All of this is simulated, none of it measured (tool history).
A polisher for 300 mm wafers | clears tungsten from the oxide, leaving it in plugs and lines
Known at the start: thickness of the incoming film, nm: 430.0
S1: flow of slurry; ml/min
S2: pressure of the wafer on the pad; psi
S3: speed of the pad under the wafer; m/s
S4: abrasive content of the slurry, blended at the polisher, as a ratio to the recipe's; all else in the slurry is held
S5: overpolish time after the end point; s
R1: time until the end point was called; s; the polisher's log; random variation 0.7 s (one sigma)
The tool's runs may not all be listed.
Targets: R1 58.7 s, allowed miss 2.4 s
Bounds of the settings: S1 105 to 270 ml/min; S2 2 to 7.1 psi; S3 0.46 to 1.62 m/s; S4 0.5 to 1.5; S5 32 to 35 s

{"run": 1, "hour": 0.0, "S1": 175, "S2": 4.5, "S3": 1.04, "S4": 1, "S5": 32, "R1": 82.62}
{"run": 2, "hour": 6.1, "S1": 175, "S2": 4.8, "S3": 1.04, "S4": 1, "S5": 32, "R1": 77.198}
{"run": 3, "hour": 8.9, "S1": 175, "S2": 4.8, "S3": 1.04, "S4": 0.9, "S5": 32, "R1": 78.759}
{"run": 4, "hour": 14.2, "S1": 175, "S2": 4.8, "S3": 1.04, "S4": 0.9, "S5": 32, "R1": 78.331}
{"run": 5, "hour": 16.1, "S1": 200, "S2": 4.8, "S3": 1.04, "S4": 0.9, "S5": 32, "R1": 78.08}
{"run": 6, "hour": 18.5, "S1": 200, "S2": 5.1, "S3": 1.04, "S4": 0.9, "S5": 32, "R1": 73.536}
{"run": 7, "hour": 25.8, "S1": 200, "S2": 5.3, "S3": 1.04, "S4": 0.9, "S5": 32, "R1": 71.903}
{"run": 8, "hour": 27.9, "S1": 200, "S2": 5.5, "S3": 1.04, "S4": 0.9, "S5": 32, "R1": 68.482}
{"run": 9, "hour": 35.8, "S1": 200, "S2": 5.7, "S3": 1.04, "S4": 0.9, "S5": 32, "R1": 68.201}
{"run": 10, "hour": 42.6, "S1": 200, "S2": 5.9, "S3": 1.04, "S4": 0.9, "S5": 32, "R1": 65.32}
{"run": 11, "hour": 48.8, "S1": 200, "S2": 5.9, "S3": 1.04, "S4": 0.9, "S5": 32, "R1": 63.689}
{"run": 12, "hour": 52.5, "S1": 200, "S2": 6, "S3": 1.04, "S4": 0.9, "S5": 32, "R1": 63.051}
{"run": 13, "hour": 54.7, "S1": 200, "S2": 6.1, "S3": 1.04, "S4": 0.9, "S5": 32, "R1": 62.737}
{"run": 14, "hour": 60.3, "S1": 200, "S2": 6.2, "S3": 1.04, "S4": 0.9, "S5": 32, "R1": 62.094}

Which of these 4 next moves meets every target?
{"run": "A", "hour": 65.9, "S1": 190, "S2": 6.7, "S3": 0.96, "S4": 0.6, "S5": 33, "R1": "?"}
{"run": "B", "hour": 65.9, "S1": 220, "S2": 6.4, "S3": 1.12, "S4": 0.95, "S5": 32, "R1": "?"}
{"run": "C", "hour": 65.9, "S1": 175, "S2": 6.5, "S3": 1.16, "S4": 0.85, "S5": 32, "R1": "?"}
{"run": "D", "hour": 65.9, "S1": 235, "S2": 6.1, "S3": 1.12, "S4": 0.75, "S5": 35, "R1": "?"}

move=A R1=66.643
move=B R1=54.785
move=C R1=54.921
move=D R1=59.355
A: further off than the last run
B: takes the result that was furthest off past its target
C: takes the result that was furthest off past its target
D: meets every target
Answer: D

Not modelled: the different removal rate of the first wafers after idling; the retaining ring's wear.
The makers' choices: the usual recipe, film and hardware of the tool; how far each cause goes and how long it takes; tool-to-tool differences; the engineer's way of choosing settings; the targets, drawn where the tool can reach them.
